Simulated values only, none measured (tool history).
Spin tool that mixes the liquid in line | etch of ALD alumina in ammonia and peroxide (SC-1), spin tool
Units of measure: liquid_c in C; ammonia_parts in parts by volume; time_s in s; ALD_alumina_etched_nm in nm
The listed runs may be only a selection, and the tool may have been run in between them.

run  hour  liquid_c  ammonia_parts  time_s  ALD_alumina_etched_nm
  1   0.0      57.0           0.85     285                 12.750
  2   3.8      56.0           0.85     285                 12.088
  3   5.3      55.0           0.85     285                 11.477
  4  12.4      54.0           0.85     285                 10.779
     20.0  -- thermometer replaced
  5  20.0      53.5           0.85     285                 11.974
  6  26.9      53.5           0.85     285                 12.059

Run 7, settings as shown, results not yet in. Your forecast:
  7  33.7      52.0           0.75     285                      ?

Run 7 measured ALD_alumina_etched_nm 10.819 nm.
